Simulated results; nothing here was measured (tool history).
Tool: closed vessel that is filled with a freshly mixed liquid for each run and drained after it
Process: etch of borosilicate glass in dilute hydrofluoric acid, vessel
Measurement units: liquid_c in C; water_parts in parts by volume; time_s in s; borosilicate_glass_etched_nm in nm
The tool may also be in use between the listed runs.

run  hour  liquid_c  water_parts  time_s  borosilicate_glass_etched_nm
  1     0        25          115     150                        35.786
  2     1        25          135     150                        29.969
  3   3.7        25          160     150                        24.487
  4  10.9        25          185     150                        20.605
  5  14.5      27.5          185     150                        22.412
     21.8  -- thermometer replaced
  6  21.8      27.5          185     150                        21.082

For run 7, what comes out?
  7  24.1        29          140     150                             ?

For run 7 the tool returned borosilicate_glass_etched_nm 30.824 nm.

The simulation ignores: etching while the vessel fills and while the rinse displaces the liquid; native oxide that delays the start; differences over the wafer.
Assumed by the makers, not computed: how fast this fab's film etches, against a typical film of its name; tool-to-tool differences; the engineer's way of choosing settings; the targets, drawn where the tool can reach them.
